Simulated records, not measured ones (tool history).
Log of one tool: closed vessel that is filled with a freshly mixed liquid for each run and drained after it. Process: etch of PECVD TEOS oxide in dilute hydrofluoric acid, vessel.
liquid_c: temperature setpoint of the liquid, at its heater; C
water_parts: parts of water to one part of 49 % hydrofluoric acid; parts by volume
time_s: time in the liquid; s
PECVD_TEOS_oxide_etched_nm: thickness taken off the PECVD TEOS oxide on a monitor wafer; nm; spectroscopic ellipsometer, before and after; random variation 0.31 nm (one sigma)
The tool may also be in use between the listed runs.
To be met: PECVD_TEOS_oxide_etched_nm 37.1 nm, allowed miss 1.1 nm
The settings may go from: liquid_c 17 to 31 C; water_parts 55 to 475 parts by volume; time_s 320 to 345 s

| run | hour | liquid_c | water_parts | time_s | PECVD_TEOS_oxide_etched_nm |
|---|---|---|---|---|---|
| 1 | 0 | 23 | 265 | 320 | 19.135 |
| 2 | 0.9 | 24 | 255 | 320 | 20.422 |
| 3 | 3.2 | 24.5 | 245 | 320 | 21.886 |
| 4 | 9 | 24.5 | 245 | 320 | 21.977 |
| 5 | 16.8 | 25 | 235 | 320 | 23.555 |
| 6 | 20.2 | 25.5 | 230 | 320 | 24.461 |
| 7 | 25.5 | 26 | 225 | 320 | 25.524 |
| 8 | 33.9 | 26.5 | 220 | 320 | 27.067 |
| 9 | 39.5 | 27 | 215 | 320 | 28.354 |
| 10 | 45.8 | 27.5 | 210 | 320 | 29.746 |
| 11 | 52.8 | 28 | 210 | 320 | 30.284 |
| 12 | 61.8 | 28.5 | 210 | 320 | 30.6 |
| 13 | 68 | 29 | 205 | 320 | 32.748 |
| 14 | 74.7 | 30 | 200 | 320 | 34.199 |

Which of these 5 next moves meets every target?
| A | 81.4 | 29.5 | 185 | 345 | ? |
| B | 81.4 | 27 | 185 | 345 | ? |
| C | 81.4 | 31 | 205 | 320 | ? |
| D | 81.4 | 31 | 220 | 345 | ? |
| E | 81.4 | 31 | 195 | 345 | ? |

| move | PECVD_TEOS_oxide_etched_nm |
|---|---|
| A | 40.061 |
| B | 36.646 |
| C | 34.453 |
| D | 33.977 |
| E | 39.542 |
A: takes the result that was furthest off past its target
B: meets every target
C: nearer than the last run, and not there yet
D: further off than the last run
E: takes the result that was furthest off past its target
The right move is B.

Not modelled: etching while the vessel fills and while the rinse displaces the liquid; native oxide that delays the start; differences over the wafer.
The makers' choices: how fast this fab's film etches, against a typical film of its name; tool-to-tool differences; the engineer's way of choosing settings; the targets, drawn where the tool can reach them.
